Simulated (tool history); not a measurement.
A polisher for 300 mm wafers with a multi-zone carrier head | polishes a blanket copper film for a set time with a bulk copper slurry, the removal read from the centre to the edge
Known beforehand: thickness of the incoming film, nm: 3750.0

run	hour	flow of slurry (ml/min)	pressure of the head's centre zone	pressure of the head's middle zone	pressure of the head's edge zone	abrasive content of the slurry	polishing time (s)	film removed at the wafer's centre (Å)	film removed at mid-radius (Å)	film removed at the wafer's edge (Å)
1	0	145	1	1	1	1	50	2057.6	1927.6	1887.9
2	8.2	150	0.99	0.98	1.04	1.05	50	2115	1972.4	1991.4
3	9.5	150	0.95	0.98	1.04	1.05	50	2025.7	1922.9	1941
4	13.7	150	0.95	0.98	1.1	1.05	50	2009.4	1917.8	2038.7
5	17.6	155	0.95	0.97	1.12	1.1	50	2030.7	1943.8	2068.7
6	19.5	155	0.95	0.97	1.12	1.25	50	2080.4	1982.3	2128.8
7	21.1	160	0.95	0.96	1.13	1.3	50	2206.4	2058.8	2206.9
8	24.8	160	0.94	0.95	1.14	1.35	50	2189.6	2043.1	2200
9	33.4	160	0.93	0.94	1.15	1.35	51	2157.9	2113.1	2271

Run 10 has not been measured yet. What should we expect?
10	40.2	160	0.94	0.92	1.16	1.35	51	?	?	?

Run 10 measured film removed at the wafer's centre (Å) 2207.9, film removed at mid-radius (Å) 2050.7, film removed at the wafer's edge (Å) 2262.6.

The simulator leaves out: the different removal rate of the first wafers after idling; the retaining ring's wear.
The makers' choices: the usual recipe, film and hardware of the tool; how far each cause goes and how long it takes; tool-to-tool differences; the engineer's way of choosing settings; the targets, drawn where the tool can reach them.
